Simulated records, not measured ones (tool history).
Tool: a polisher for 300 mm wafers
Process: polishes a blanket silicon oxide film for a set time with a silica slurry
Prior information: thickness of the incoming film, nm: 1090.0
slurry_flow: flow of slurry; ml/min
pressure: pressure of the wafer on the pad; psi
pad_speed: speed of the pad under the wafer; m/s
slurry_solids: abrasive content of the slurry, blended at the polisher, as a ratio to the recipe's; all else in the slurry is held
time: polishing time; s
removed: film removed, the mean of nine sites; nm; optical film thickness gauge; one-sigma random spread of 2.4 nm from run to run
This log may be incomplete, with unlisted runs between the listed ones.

run,day,slurry_flow,pressure,pad_speed,slurry_solids,time,removed
1,0,195,4.6,1.28,1,46,201
2,0.362,195,4.5,1.28,1,46,195.89
3,0.546,195,4.1,1.28,1,46,182.31
4,0.875,195,4,1.28,1,46,176.22
5,1.221,195,4,1.28,1,46,175.91
6,1.362,195,4.9,1.28,1,46,210.42
7,1.662,195,4.8,1.28,1,46,210.08

Run 8 comes next. What will it give?
8,1.8,195,4.7,1.28,1,46,?

For run 8 the tool returned removed 204.7 nm.
